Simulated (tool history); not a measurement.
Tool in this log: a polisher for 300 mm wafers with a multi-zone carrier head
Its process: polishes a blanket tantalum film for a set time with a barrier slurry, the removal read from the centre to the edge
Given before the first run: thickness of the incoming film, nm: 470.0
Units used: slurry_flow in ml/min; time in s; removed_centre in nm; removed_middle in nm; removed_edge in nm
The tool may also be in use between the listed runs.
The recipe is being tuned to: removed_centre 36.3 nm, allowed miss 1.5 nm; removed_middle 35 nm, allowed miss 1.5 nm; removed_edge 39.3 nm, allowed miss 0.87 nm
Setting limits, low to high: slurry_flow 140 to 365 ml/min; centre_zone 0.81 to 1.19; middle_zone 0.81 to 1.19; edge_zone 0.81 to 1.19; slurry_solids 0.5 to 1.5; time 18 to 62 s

{"run": 1, "hour": 0.0, "slurry_flow": 235, "centre_zone": 1, "middle_zone": 1, "edge_zone": 1, "slurry_solids": 1, "time": 40, "removed_centre": 42.049, "removed_middle": 42.407, "removed_edge": 39.951}
{"run": 2, "hour": 0.8, "slurry_flow": 235, "centre_zone": 1, "middle_zone": 1, "edge_zone": 1, "slurry_solids": 1, "time": 33, "removed_centre": 34.324, "removed_middle": 34.505, "removed_edge": 33.068}
{"run": 3, "hour": 5.3, "slurry_flow": 245, "centre_zone": 0.99, "middle_zone": 0.98, "edge_zone": 1.05, "slurry_solids": 1.05, "time": 33, "removed_centre": 34.142, "removed_middle": 35.205, "removed_edge": 34.664}
{"run": 4, "hour": 11.6, "slurry_flow": 245, "centre_zone": 0.99, "middle_zone": 1.02, "edge_zone": 1.05, "slurry_solids": 1.05, "time": 33, "removed_centre": 34.705, "removed_middle": 36.219, "removed_edge": 34.651}
{"run": 5, "hour": 14.6, "slurry_flow": 255, "centre_zone": 1, "middle_zone": 0.99, "edge_zone": 1.09, "slurry_solids": 1.1, "time": 33, "removed_centre": 36.095, "removed_middle": 35.645, "removed_edge": 35.632}
{"hour": 20.0, "done": "worn pad replaced by a new one"}
{"run": 6, "hour": 20.0, "slurry_flow": 255, "centre_zone": 1, "middle_zone": 0.99, "edge_zone": 1.09, "slurry_solids": 1.1, "time": 40, "removed_centre": 45.767, "removed_middle": 46.851, "removed_edge": 46.037}
{"run": 7, "hour": 22.0, "slurry_flow": 255, "centre_zone": 1, "middle_zone": 0.99, "edge_zone": 1.09, "slurry_solids": 1.1, "time": 40, "removed_centre": 45.886, "removed_middle": 46.019, "removed_edge": 46.141}
{"run": 8, "hour": 22.8, "slurry_flow": 235, "centre_zone": 0.98, "middle_zone": 0.94, "edge_zone": 1.07, "slurry_solids": 1.05, "time": 40, "removed_centre": 43.869, "removed_middle": 44.501, "removed_edge": 45.315}
{"run": 9, "hour": 25.4, "slurry_flow": 230, "centre_zone": 0.98, "middle_zone": 0.9, "edge_zone": 1.07, "slurry_solids": 0.9, "time": 40, "removed_centre": 41.515, "removed_middle": 39.747, "removed_edge": 42.908}
{"run": 10, "hour": 34.2, "slurry_flow": 225, "centre_zone": 0.96, "middle_zone": 0.88, "edge_zone": 1.05, "slurry_solids": 0.85, "time": 40, "removed_centre": 39.193, "removed_middle": 37.758, "removed_edge": 40.726}
{"run": 11, "hour": 37.5, "slurry_flow": 175, "centre_zone": 0.92, "middle_zone": 0.83, "edge_zone": 1.05, "slurry_solids": 0.85, "time": 40, "removed_centre": 37.064, "removed_middle": 36.128, "removed_edge": 40.156}
{"run": 12, "hour": 44.0, "slurry_flow": 170, "centre_zone": 0.92, "middle_zone": 0.82, "edge_zone": 1.05, "slurry_solids": 0.85, "time": 40, "removed_centre": 36.738, "removed_middle": 34.914, "removed_edge": 40.514}
{"run": 13, "hour": 47.5, "slurry_flow": 165, "centre_zone": 0.92, "middle_zone": 0.83, "edge_zone": 1.04, "slurry_solids": 0.85, "time": 40, "removed_centre": 36.331, "removed_middle": 35.946, "removed_edge": 40.63}
{"run": 14, "hour": 53.2, "slurry_flow": 165, "centre_zone": 0.92, "middle_zone": 0.83, "edge_zone": 1.03, "slurry_solids": 0.85, "time": 40, "removed_centre": 36.979, "removed_middle": 35.466, "removed_edge": 40.377}

5 next moves are on the table. One of them brings every result within its allowed miss. Which?
{"run": "A", "hour": 58.9, "slurry_flow": 245, "centre_zone": 0.94, "middle_zone": 0.92, "edge_zone": 0.93, "slurry_solids": 0.95, "time": 37, "removed_centre": "?", "removed_middle": "?", "removed_edge": "?"}
{"run": "B", "hour": 58.9, "slurry_flow": 175, "centre_zone": 0.91, "middle_zone": 0.86, "edge_zone": 1.07, "slurry_solids": 0.85, "time": 40, "removed_centre": "?", "removed_middle": "?", "removed_edge": "?"}
{"run": "C", "hour": 58.9, "slurry_flow": 180, "centre_zone": 0.9, "middle_zone": 0.81, "edge_zone": 0.97, "slurry_solids": 0.7, "time": 43, "removed_centre": "?", "removed_middle": "?", "removed_edge": "?"}
{"run": "D", "hour": 58.9, "slurry_flow": 185, "centre_zone": 0.87, "middle_zone": 0.82, "edge_zone": 1, "slurry_solids": 0.95, "time": 41, "removed_centre": "?", "removed_middle": "?", "removed_edge": "?"}
{"run": "E", "hour": 58.9, "slurry_flow": 165, "centre_zone": 0.91, "middle_zone": 0.83, "edge_zone": 1.06, "slurry_solids": 1, "time": 38, "removed_centre": "?", "removed_middle": "?", "removed_edge": "?"}

move=A removed_centre=37.416 removed_middle=38.91 removed_edge=37.862
move=B removed_centre=36.562 removed_middle=37.271 removed_edge=41.336
move=C removed_centre=35.952 removed_middle=35.297 removed_edge=39.191
move=D removed_centre=37.432 removed_middle=38.403 removed_edge=42.803
move=E removed_centre=36.567 removed_middle=36.233 removed_edge=41.244
A: the result that was furthest off in the last run now lies on the other side of its target
B: its largest miss is bigger than the last run's
C: every result within its allowed miss
D: its largest miss is bigger than the last run's
E: its largest miss is bigger than the last run's
Move C is the one to make.
